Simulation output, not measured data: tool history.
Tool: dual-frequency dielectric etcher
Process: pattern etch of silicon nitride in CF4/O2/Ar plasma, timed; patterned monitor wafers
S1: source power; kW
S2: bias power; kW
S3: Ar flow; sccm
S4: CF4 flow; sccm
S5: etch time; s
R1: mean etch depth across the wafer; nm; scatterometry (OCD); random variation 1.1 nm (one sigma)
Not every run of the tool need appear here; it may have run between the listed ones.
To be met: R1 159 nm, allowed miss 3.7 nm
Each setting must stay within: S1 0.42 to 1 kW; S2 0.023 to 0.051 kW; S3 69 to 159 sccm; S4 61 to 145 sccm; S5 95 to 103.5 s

Run 1, hour 0: S1 0.71 kW, S2 0.037 kW, S3 114 sccm, S4 103 sccm, S5 103.5 s. Result: R1 221.87 nm.
Run 2, hour 8.2: S1 0.71 kW, S2 0.037 kW, S3 106 sccm, S4 103 sccm, S5 103.5 s. Result: R1 225.23 nm.
Run 3, hour 13.1: S1 0.71 kW, S2 0.037 kW, S3 106 sccm, S4 103 sccm, S5 103.5 s. Result: R1 225.24 nm.
Run 4, hour 14.8: S1 0.76 kW, S2 0.037 kW, S3 106 sccm, S4 103 sccm, S5 103.5 s. Result: R1 237.88 nm.
Run 5, hour 19.6: S1 0.7 kW, S2 0.036 kW, S3 107 sccm, S4 103 sccm, S5 103.5 s. Result: R1 221.08 nm.
Run 6, hour 22.6: S1 0.7 kW, S2 0.04 kW, S3 107 sccm, S4 103 sccm, S5 103.5 s. Result: R1 231.43 nm.
At hour 31.4: source power generator calibrated.
Run 7, hour 31.4: S1 0.56 kW, S2 0.036 kW, S3 111 sccm, S4 101 sccm, S5 103 s. Result: R1 184.77 nm.
Run 8, hour 32.5: S1 0.54 kW, S2 0.036 kW, S3 111 sccm, S4 101 sccm, S5 103 s. Result: R1 181.39 nm.
Run 9, hour 37.5: S1 0.52 kW, S2 0.036 kW, S3 111 sccm, S4 101 sccm, S5 103 s. Result: R1 176.35 nm.
Run 10, hour 38.4: S1 0.51 kW, S2 0.036 kW, S3 111 sccm, S4 101 sccm, S5 103 s. Result: R1 171.58 nm.
Run 11, hour 47.3: S1 0.5 kW, S2 0.036 kW, S3 111 sccm, S4 101 sccm, S5 103 s. Result: R1 168.86 nm.
Run 12, hour 50: S1 0.49 kW, S2 0.036 kW, S3 111 sccm, S4 101 sccm, S5 103 s. Result: R1 166.22 nm.
Run 13, hour 58: S1 0.48 kW, S2 0.036 kW, S3 111 sccm, S4 101 sccm, S5 103 s. Result: R1 164.14 nm.

Exercise: of the 5 proposed moves below, exactly one satisfies all targets within the stated allowed misses. Which move is it?
Run A, hour 66: S1 0.49 kW, S2 0.037 kW, S3 121 sccm, S4 103 sccm, S5 103.5 s. Result: R1 ?.
Run B, hour 66: S1 0.42 kW, S2 0.046 kW, S3 83 sccm, S4 95 sccm, S5 102.5 s. Result: R1 ?.
Run C, hour 66: S1 0.56 kW, S2 0.029 kW, S3 111 sccm, S4 94 sccm, S5 103.5 s. Result: R1 ?.
Run D, hour 66: S1 0.54 kW, S2 0.032 kW, S3 85 sccm, S4 138 sccm, S5 95 s. Result: R1 ?.
Run E, hour 66: S1 0.57 kW, S2 0.03 kW, S3 114 sccm, S4 100 sccm, S5 96 s. Result: R1 ?.

move      R1
   A  168.45
   B  169.73
   C   165.2
   D  169.78
   E  159.35
A: its largest miss is bigger than the last run's
B: its largest miss is bigger than the last run's
C: its largest miss is bigger than the last run's
D: its largest miss is bigger than the last run's
E: hits every target within its allowed miss
E meets every target.
